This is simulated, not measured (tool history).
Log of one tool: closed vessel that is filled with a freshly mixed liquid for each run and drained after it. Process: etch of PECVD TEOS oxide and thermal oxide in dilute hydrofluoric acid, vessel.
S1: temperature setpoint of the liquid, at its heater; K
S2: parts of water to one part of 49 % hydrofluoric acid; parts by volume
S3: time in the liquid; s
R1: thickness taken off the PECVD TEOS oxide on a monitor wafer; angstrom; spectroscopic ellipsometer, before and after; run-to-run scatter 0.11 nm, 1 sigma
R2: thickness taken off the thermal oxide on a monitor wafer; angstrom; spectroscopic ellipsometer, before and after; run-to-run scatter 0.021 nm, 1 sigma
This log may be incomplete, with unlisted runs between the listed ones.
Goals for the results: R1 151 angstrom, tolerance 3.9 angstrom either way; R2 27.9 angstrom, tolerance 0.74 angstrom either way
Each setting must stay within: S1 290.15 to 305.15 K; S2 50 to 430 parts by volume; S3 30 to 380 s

run,hour,S1,S2,S3,R1,R2
1,0,297.15,240,195,171.45,32.343
2,3.7,296.65,240,195,169.66,31.26
3,5.5,296.65,240,250,217.01,39.943
4,9.9,295.65,245,250,203.03,37.329
5,13.7,294.65,250,250,193.11,35.348
6,21.1,297.65,250,250,213.55,39.733
7,24.9,296.65,255,250,199.61,37.026
8,26.7,295.65,260,250,189.8,35.089
9,28.8,294.65,265,250,176.81,32.694
10,31.3,293.65,265,250,173.05,32.052
11,33.1,293.15,265,250,167.38,31.385
12,35.4,292.65,265,250,165.65,31.078
13,42.4,292.15,265,250,164.16,29.682
14,43.9,292.15,265,250,164.26,30.182
15,49.3,291.65,265,250,158.75,29.572
16,52.8,291.15,265,250,158.92,28.565

Which of these 5 next moves meets every target?
A,56.3,293.15,290,265,?,?
B,56.3,294.15,285,250,?,?
C,56.3,293.15,255,225,?,?
D,56.3,292.65,340,335,?,?
E,56.3,292.65,210,170,?,?

move,R1,R2
A,160.6,29.05
B,160.63,29.056
C,160.12,28.962
D,162.75,29.439
E,150.39,27.203
A: further off than the last run
B: further off than the last run
C: further off than the last run
D: further off than the last run
E: all results land within tolerance of their targets
E meets every target.
